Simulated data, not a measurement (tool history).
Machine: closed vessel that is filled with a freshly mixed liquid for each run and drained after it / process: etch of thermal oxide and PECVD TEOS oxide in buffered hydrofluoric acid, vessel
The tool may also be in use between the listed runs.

| run | hour | temperature setpoint of the liquid (°C) | parts of 40 % ammonium fluoride to one part of 49 % hydrofluoric acid (parts by volume) | time in the liquid (s) | thickness taken off the thermal oxide on a monitor wafer (Å) | thickness taken off the PECVD TEOS oxide on a monitor wafer (Å) |
|---|---|---|---|---|---|---|
| 1 | 0 | 24 | 22.5 | 60 | 334.85 | 622.15 |
| 2 | 8.1 | 27 | 22.5 | 60 | 392.62 | 736.14 |
| 3 | 14.1 | 24.5 | 24 | 60 | 333.41 | 609.61 |
| 4 | 22.6 | 23 | 25 | 60 | 294.8 | 547.94 |
| 5 | 26.7 | 23 | 25 | 70 | 339.54 | 648.44 |
| 6 | 34.6 | 21.5 | 26.5 | 70 | 303.25 | 564.79 |
| 7 | 38.1 | 20.5 | 27.5 | 70 | 278.2 | 518.6 |

Run 8, settings as shown, results not yet in. Your forecast:
| 8 | 41.3 | 19.5 | 28 | 70 | ? | ? |

{"run 8": {"thickness taken off the thermal oxide on a monitor wafer (Å)": 259.5, "thickness taken off the PECVD TEOS oxide on a monitor wafer (Å)": 478.97}}
